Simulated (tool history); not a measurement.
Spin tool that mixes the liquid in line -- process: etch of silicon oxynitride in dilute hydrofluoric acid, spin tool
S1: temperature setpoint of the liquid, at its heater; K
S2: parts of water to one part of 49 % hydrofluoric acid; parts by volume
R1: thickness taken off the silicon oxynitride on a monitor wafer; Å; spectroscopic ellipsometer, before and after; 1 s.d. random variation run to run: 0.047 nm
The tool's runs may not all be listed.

Run 1, hour 0: S1 295.15 K, S2 40 parts by volume, time under the liquid (s) 300. Result: R1 173.77 Å.
Run 2, hour 6.6: S1 295.15 K, S2 35 parts by volume, time under the liquid (s) 300. Result: R1 197.95 Å.
Run 3, hour 9.4: S1 295.15 K, S2 35 parts by volume, time under the liquid (s) 300. Result: R1 199.49 Å.
Run 4, hour 11.5: S1 295.15 K, S2 35 parts by volume, time under the liquid (s) 300. Result: R1 198.34 Å.
Run 5, hour 14.4: S1 293.65 K, S2 35 parts by volume, time under the liquid (s) 300. Result: R1 184.29 Å.
Run 6, hour 22: S1 292.65 K, S2 35 parts by volume, time under the liquid (s) 300. Result: R1 176.11 Å.
Run 7, hour 26.4: S1 292.15 K, S2 40 parts by volume, time under the liquid (s) 300. Result: R1 148.61 Å.
Run 8, hour 30.6: S1 291.65 K, S2 40 parts by volume, time under the liquid (s) 300. Result: R1 145.63 Å.

Predict the results of run 9:
Run 9, hour 32.9: S1 291.15 K, S2 40 parts by volume, time under the liquid (s) 300. Result: R1 ?.

R1: 140.76 Å
